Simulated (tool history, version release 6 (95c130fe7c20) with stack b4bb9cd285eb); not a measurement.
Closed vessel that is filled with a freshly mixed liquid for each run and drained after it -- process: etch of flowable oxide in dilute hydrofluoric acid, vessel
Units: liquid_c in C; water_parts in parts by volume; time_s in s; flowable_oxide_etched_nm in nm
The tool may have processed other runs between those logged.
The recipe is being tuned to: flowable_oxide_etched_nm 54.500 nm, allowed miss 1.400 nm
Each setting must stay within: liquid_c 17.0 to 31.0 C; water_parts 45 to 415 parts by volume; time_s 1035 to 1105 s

Run 1, hour 0.0: liquid_c 23.0 C, water_parts 230 parts by volume, time_s 1035 s. Result: flowable_oxide_etched_nm 77.242 nm.
Run 2, hour 8.3: liquid_c 22.0 C, water_parts 235 parts by volume, time_s 1035 s. Result: flowable_oxide_etched_nm 72.776 nm.
Run 3, hour 9.3: liquid_c 24.5 C, water_parts 235 parts by volume, time_s 1035 s. Result: flowable_oxide_etched_nm 79.484 nm.
Run 4, hour 18.4: liquid_c 24.5 C, water_parts 235 parts by volume, time_s 1035 s. Result: flowable_oxide_etched_nm 79.322 nm.
Run 5, hour 22.8: liquid_c 23.5 C, water_parts 240 parts by volume, time_s 1035 s. Result: flowable_oxide_etched_nm 74.745 nm.
Run 6, hour 27.1: liquid_c 23.5 C, water_parts 240 parts by volume, time_s 1035 s. Result: flowable_oxide_etched_nm 74.615 nm.
Run 7, hour 30.3: liquid_c 23.5 C, water_parts 240 parts by volume, time_s 1035 s. Result: flowable_oxide_etched_nm 74.747 nm.
Run 8, hour 34.6: liquid_c 22.5 C, water_parts 245 parts by volume, time_s 1035 s. Result: flowable_oxide_etched_nm 69.752 nm.
Run 9, hour 42.9: liquid_c 21.5 C, water_parts 245 parts by volume, time_s 1035 s. Result: flowable_oxide_etched_nm 67.518 nm.
Run 10, hour 47.2: liquid_c 21.0 C, water_parts 245 parts by volume, time_s 1035 s. Result: flowable_oxide_etched_nm 66.277 nm.
Run 11, hour 52.2: liquid_c 20.5 C, water_parts 245 parts by volume, time_s 1035 s. Result: flowable_oxide_etched_nm 64.768 nm.
Run 12, hour 55.4: liquid_c 20.0 C, water_parts 245 parts by volume, time_s 1035 s. Result: flowable_oxide_etched_nm 64.075 nm.
Run 13, hour 58.8: liquid_c 19.5 C, water_parts 245 parts by volume, time_s 1035 s. Result: flowable_oxide_etched_nm 62.443 nm.
Run 14, hour 62.5: liquid_c 19.0 C, water_parts 245 parts by volume, time_s 1035 s. Result: flowable_oxide_etched_nm 61.486 nm.
Run 15, hour 71.8: liquid_c 18.5 C, water_parts 245 parts by volume, time_s 1035 s. Result: flowable_oxide_etched_nm 60.027 nm.

Which of these 4 next moves meets every target?
Run A, hour 81.1: liquid_c 19.5 C, water_parts 265 parts by volume, time_s 1055 s. Result: flowable_oxide_etched_nm ?.
Run B, hour 81.1: liquid_c 17.0 C, water_parts 260 parts by volume, time_s 1065 s. Result: flowable_oxide_etched_nm ?.
Run C, hour 81.1: liquid_c 22.5 C, water_parts 280 parts by volume, time_s 1035 s. Result: flowable_oxide_etched_nm ?.
Run D, hour 81.1: liquid_c 20.0 C, water_parts 275 parts by volume, time_s 1085 s. Result: flowable_oxide_etched_nm ?.

move  flowable_oxide_etched_nm
   A                    58.332
   B                    54.815
   C                    59.607
   D                    58.360
A: an improvement on the last run, though not all results are within tolerance
B: every result lands within tolerance
C: an improvement on the last run, though not all results are within tolerance
D: an improvement on the last run, though not all results are within tolerance
The move that meets every target is B.
